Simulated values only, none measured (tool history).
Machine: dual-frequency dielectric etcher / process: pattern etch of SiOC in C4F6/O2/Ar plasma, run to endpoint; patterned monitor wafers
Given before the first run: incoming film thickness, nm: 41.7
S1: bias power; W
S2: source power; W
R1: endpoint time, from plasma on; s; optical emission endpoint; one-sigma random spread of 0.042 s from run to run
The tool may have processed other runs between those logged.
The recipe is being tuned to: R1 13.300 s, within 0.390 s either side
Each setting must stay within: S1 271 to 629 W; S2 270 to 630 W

| run | hour | S1 | S2 | R1 |
|---|---|---|---|---|
| 1 | 0.0 | 450 | 450 | 14.927 |
| 2 | 1.8 | 464 | 460 | 14.564 |
| 3 | 8.3 | 464 | 400 | 15.935 |
| 4 | 11.4 | 492 | 400 | 15.390 |
| 5 | 19.1 | 507 | 410 | 15.092 |
| 6 | 25.0 | 507 | 450 | 14.264 |
| 7 | 29.1 | 515 | 450 | 14.194 |
| 8 | 33.9 | 522 | 450 | 14.082 |
| 9 | 41.9 | 528 | 450 | 13.990 |

5 next moves are on the table. One of them brings every result within its allowed miss. Which?
| A | 49.9 | 486 | 470 | ? |
| B | 49.9 | 458 | 480 | ? |
| C | 49.9 | 463 | 420 | ? |
| D | 49.9 | 531 | 490 | ? |
| E | 49.9 | 488 | 460 | ? |

| move | R1 |
|---|---|
| A | 14.133 |
| B | 14.290 |
| C | 15.373 |
| D | 13.342 |
| E | 14.283 |
A: further off than the last run
B: further off than the last run
C: further off than the last run
D: all results in spec
E: further off than the last run
The right move is D.

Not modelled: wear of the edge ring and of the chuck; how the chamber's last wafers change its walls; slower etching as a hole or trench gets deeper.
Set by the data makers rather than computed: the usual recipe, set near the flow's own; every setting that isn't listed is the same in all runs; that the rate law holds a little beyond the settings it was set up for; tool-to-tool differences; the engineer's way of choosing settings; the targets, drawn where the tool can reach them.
